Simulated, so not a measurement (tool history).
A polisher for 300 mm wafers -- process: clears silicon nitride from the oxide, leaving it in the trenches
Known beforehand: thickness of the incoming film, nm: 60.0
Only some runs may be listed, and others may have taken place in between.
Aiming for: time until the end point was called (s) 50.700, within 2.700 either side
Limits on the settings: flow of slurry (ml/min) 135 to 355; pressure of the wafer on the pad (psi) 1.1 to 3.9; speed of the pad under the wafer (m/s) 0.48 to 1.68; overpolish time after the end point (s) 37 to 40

| run | hour | flow of slurry (ml/min) | pressure of the wafer on the pad (psi) | speed of the pad under the wafer (m/s) | overpolish time after the end point (s) | time until the end point was called (s) |
|---|---|---|---|---|---|---|
| 1 | 0.0 | 225 | 2.5 | 1.08 | 37 | 71.019 |
| 2 | 1.3 | 275 | 2.5 | 1.08 | 37 | 68.371 |
| 3 | 4.9 | 275 | 2.5 | 0.88 | 37 | 83.134 |
| 4 | 9.1 | 275 | 2.5 | 0.88 | 37 | 86.377 |
| 5 | 11.1 | 275 | 2.5 | 0.66 | 37 | 112.780 |
| 6 | 13.8 | 275 | 2.7 | 0.70 | 37 | 96.783 |
| 7 | 16.4 | 275 | 3.4 | 0.80 | 37 | 67.514 |
| 8 | 22.9 | 275 | 3.4 | 0.80 | 37 | 68.006 |

Which single option among these 5 for the next run brings every result within its allowed miss of target? Just one does.
| A | 29.4 | 355 | 3.1 | 0.98 | 40 | ? |
| B | 29.4 | 285 | 2.8 | 0.60 | 40 | ? |
| C | 29.4 | 160 | 3.7 | 0.94 | 37 | ? |
| D | 29.4 | 300 | 3.8 | 0.96 | 37 | ? |
| E | 29.4 | 300 | 3.3 | 1.00 | 37 | ? |

| move | time until the end point was called (s) |
|---|---|
| A | 59.862 |
| B | 107.830 |
| C | 57.937 |
| D | 50.770 |
| E | 56.030 |
A: nearer than the last run, and not there yet
B: further off than the last run
C: nearer than the last run, and not there yet
D: meets every target
E: nearer than the last run, and not there yet
Move D is the one to make.

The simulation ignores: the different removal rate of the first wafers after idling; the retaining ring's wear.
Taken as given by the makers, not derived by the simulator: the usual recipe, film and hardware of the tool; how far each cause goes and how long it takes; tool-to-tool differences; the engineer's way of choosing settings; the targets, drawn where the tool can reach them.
